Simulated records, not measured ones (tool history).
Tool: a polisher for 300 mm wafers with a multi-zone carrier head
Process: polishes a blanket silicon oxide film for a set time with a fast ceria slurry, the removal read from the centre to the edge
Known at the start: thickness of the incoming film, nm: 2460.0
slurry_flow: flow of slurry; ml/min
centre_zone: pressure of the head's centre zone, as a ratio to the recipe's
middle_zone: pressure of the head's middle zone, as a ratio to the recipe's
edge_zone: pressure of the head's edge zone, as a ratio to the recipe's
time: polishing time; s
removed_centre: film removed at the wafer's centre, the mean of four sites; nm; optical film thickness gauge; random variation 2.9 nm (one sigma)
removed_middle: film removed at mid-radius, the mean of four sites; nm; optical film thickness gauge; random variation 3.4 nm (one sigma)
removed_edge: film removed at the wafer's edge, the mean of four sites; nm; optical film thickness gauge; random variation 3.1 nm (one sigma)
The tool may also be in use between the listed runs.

run	hour	slurry_flow	centre_zone	middle_zone	edge_zone	time	removed_centre	removed_middle	removed_edge
1	0.0	275	1.00	1.00	1.00	39	451.09	454.02	477.44
2	3.8	275	1.00	1.00	1.00	32	376.79	373.08	389.56
3	8.5	270	0.95	0.98	0.97	29	327.10	334.24	344.16
4	13.5	260	0.91	0.95	0.95	28	305.63	311.92	332.03
5	21.9	260	0.91	0.95	0.95	34	365.41	382.16	403.41
6	30.2	260	0.91	0.95	0.95	27	298.75	294.98	316.65
7	31.9	255	0.88	0.95	0.94	26	276.35	286.95	304.51
8	33.8	250	0.87	0.95	0.93	26	265.11	288.40	299.11

Forecast run 9:
9	40.4	240	0.87	0.94	0.92	26	?	?	?

Run 9 gave removed_centre 265.12 nm, removed_middle 284.77 nm, removed_edge 297.91 nm.
